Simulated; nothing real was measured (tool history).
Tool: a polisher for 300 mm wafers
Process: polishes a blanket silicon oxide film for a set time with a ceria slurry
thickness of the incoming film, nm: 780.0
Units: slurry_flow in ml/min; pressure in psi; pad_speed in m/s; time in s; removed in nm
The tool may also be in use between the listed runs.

run 1 hour=0 | slurry_flow=275 pressure=3 pad_speed=1.34 time=71 | removed=400.15
run 2 hour=2.3 | slurry_flow=245 pressure=3 pad_speed=1.34 time=71 | removed=402.42
run 3 hour=6.3 | slurry_flow=245 pressure=3 pad_speed=1.34 time=71 | removed=391.8
run 4 hour=14 | slurry_flow=240 pressure=2.9 pad_speed=1.34 time=71 | removed=382.87
run 5 hour=17.7 | slurry_flow=240 pressure=2.8 pad_speed=1.34 time=71 | removed=369.05
run 6 hour=22.8 | slurry_flow=240 pressure=2.7 pad_speed=1.34 time=71 | removed=357.28
run 7 hour=27.1 | slurry_flow=240 pressure=2.6 pad_speed=1.34 time=71 | removed=344.67

Run 8 comes next. What will it give?
run 8 hour=33.5 | slurry_flow=240 pressure=2.5 pad_speed=1.34 time=71 | removed=?

Run 8 gave removed 331.64 nm.

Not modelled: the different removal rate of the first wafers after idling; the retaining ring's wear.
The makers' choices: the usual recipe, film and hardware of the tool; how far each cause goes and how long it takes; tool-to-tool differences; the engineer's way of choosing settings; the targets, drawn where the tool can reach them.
